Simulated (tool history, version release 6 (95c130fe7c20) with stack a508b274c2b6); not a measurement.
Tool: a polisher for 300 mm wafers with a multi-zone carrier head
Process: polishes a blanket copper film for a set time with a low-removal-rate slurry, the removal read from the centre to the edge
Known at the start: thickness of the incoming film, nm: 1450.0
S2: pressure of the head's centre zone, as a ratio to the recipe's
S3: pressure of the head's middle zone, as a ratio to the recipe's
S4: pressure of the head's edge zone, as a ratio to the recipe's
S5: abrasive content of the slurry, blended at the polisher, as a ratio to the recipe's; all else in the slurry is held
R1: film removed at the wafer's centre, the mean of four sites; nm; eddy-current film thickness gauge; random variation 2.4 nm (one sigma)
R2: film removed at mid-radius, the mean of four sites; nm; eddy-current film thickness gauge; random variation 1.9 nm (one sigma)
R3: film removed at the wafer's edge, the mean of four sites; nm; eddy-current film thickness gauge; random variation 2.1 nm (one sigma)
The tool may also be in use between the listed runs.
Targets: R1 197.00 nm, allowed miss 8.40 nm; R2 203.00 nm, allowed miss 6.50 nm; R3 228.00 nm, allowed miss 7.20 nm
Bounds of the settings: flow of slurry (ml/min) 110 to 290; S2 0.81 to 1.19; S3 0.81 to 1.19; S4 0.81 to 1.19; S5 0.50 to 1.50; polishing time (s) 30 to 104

{"run": 1, "hour": 0.0, "flow of slurry (ml/min)": 185, "S2": 1.0, "S3": 1.0, "S4": 1.0, "S5": 1.0, "polishing time (s)": 67, "R1": 154.07, "R2": 144.66, "R3": 155.35}
{"run": 2, "hour": 6.8, "flow of slurry (ml/min)": 185, "S2": 1.0, "S3": 1.0, "S4": 1.0, "S5": 1.0, "polishing time (s)": 76, "R1": 172.42, "R2": 168.95, "R3": 173.36}
{"run": 3, "hour": 14.6, "flow of slurry (ml/min)": 200, "S2": 0.98, "S3": 1.0, "S4": 1.06, "S5": 1.15, "polishing time (s)": 77, "R1": 174.83, "R2": 175.52, "R3": 187.35}
{"run": 4, "hour": 21.5, "flow of slurry (ml/min)": 200, "S2": 0.98, "S3": 1.07, "S4": 1.06, "S5": 1.15, "polishing time (s)": 77, "R1": 179.79, "R2": 186.42, "R3": 183.97}
{"run": 5, "hour": 29.5, "flow of slurry (ml/min)": 210, "S2": 0.98, "S3": 1.04, "S4": 1.1, "S5": 1.25, "polishing time (s)": 79, "R1": 185.98, "R2": 192.35, "R3": 199.05}
{"run": 6, "hour": 38.4, "flow of slurry (ml/min)": 220, "S2": 0.98, "S3": 1.02, "S4": 1.13, "S5": 1.35, "polishing time (s)": 80, "R1": 190.52, "R2": 193.66, "R3": 209.54}
{"run": 7, "hour": 39.9, "flow of slurry (ml/min)": 220, "S2": 0.98, "S3": 1.02, "S4": 1.13, "S5": 1.35, "polishing time (s)": 80, "R1": 194.23, "R2": 194.5, "R3": 209.49}
{"run": 8, "hour": 45.5, "flow of slurry (ml/min)": 225, "S2": 0.97, "S3": 1.02, "S4": 1.15, "S5": 1.4, "polishing time (s)": 81, "R1": 195.26, "R2": 197.78, "R3": 215.09}

4 next moves are on the table. One of them brings every result within its allowed miss. Which?
{"run": "A", "hour": 51.1, "flow of slurry (ml/min)": 225, "S2": 0.92, "S3": 0.86, "S4": 1.19, "S5": 1.4, "polishing time (s)": 89, "R1": "?", "R2": "?", "R3": "?"}
{"run": "B", "hour": 51.1, "flow of slurry (ml/min)": 180, "S2": 1.05, "S3": 1.09, "S4": 1.15, "S5": 1.45, "polishing time (s)": 76, "R1": "?", "R2": "?", "R3": "?"}
{"run": "C", "hour": 51.1, "flow of slurry (ml/min)": 165, "S2": 0.95, "S3": 1.0, "S4": 1.19, "S5": 1.45, "polishing time (s)": 86, "R1": "?", "R2": "?", "R3": "?"}
{"run": "D", "hour": 51.1, "flow of slurry (ml/min)": 235, "S2": 1.07, "S3": 1.08, "S4": 1.1, "S5": 1.3, "polishing time (s)": 77, "R1": "?", "R2": "?", "R3": "?"}

move=A R1=204.95 R2=198.47 R3=243.93
move=B R1=194.31 R2=193.15 R3=200.85
move=C R1=195.62 R2=203.42 R3=229.29
move=D R1=205.03 R2=197.74 R3=200.16
A: takes the result that was furthest off past its target
B: further off than the last run
C: meets every target
D: further off than the last run
Move C is the one to make.
